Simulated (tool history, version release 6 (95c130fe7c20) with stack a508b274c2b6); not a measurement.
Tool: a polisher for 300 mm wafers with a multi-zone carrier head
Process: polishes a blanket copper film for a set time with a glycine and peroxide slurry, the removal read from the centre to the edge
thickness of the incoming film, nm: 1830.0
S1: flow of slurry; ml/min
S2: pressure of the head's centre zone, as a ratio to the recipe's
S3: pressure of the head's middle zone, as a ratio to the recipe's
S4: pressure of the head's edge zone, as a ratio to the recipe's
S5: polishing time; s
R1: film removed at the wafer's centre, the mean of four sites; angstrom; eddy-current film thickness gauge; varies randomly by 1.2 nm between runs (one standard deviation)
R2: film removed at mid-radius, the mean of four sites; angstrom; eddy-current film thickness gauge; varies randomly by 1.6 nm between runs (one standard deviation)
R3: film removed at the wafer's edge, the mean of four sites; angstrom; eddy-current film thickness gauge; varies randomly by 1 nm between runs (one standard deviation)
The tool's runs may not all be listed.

{"run": 1, "hour": 0.0, "S1": 220, "S2": 1, "S3": 1, "S4": 1, "S5": 38, "R1": 2243.7, "R2": 2348.7, "R3": 2342.6}
{"run": 2, "hour": 5.1, "S1": 250, "S2": 1, "S3": 1, "S4": 1, "S5": 38, "R1": 2264, "R2": 2343.5, "R3": 2382}
{"run": 3, "hour": 8.5, "S1": 245, "S2": 0.97, "S3": 0.98, "S4": 0.98, "S5": 36, "R1": 2067.4, "R2": 2193.1, "R3": 2240.2}
{"run": 4, "hour": 12.2, "S1": 240, "S2": 0.95, "S3": 0.96, "S4": 0.96, "S5": 34, "R1": 1914.6, "R2": 1966.1, "R3": 2090.3}
{"run": 5, "hour": 17.6, "S1": 240, "S2": 0.95, "S3": 0.96, "S4": 0.96, "S5": 43, "R1": 2494.8, "R2": 2594.8, "R3": 2643.8}
{"run": 6, "hour": 21.4, "S1": 230, "S2": 0.93, "S3": 0.95, "S4": 0.94, "S5": 40, "R1": 2195.9, "R2": 2325.5, "R3": 2429.4}
{"run": 7, "hour": 25.7, "S1": 225, "S2": 0.92, "S3": 0.95, "S4": 0.92, "S5": 38, "R1": 2077.3, "R2": 2223.7, "R3": 2266.7}
{"run": 8, "hour": 27.8, "S1": 220, "S2": 0.9, "S3": 0.94, "S4": 0.91, "S5": 36, "R1": 1935.4, "R2": 2102.8, "R3": 2145.5}
{"run": 9, "hour": 35.9, "S1": 215, "S2": 0.89, "S3": 0.93, "S4": 0.9, "S5": 34, "R1": 1774.3, "R2": 1952.9, "R3": 2027.7}
{"run": 10, "hour": 37.7, "S1": 210, "S2": 0.88, "S3": 0.92, "S4": 0.89, "S5": 33, "R1": 1695.5, "R2": 1839.2, "R3": 1960.1}

Estimate the outcome of run 11 from the log above:
{"run": 11, "hour": 46.3, "S1": 205, "S2": 0.87, "S3": 0.92, "S4": 0.88, "S5": 32, "R1": "?", "R2": "?", "R3": "?"}

Run 11 produced R1 1617.9 angstrom, R2 1784.4 angstrom, R3 1879.8 angstrom.
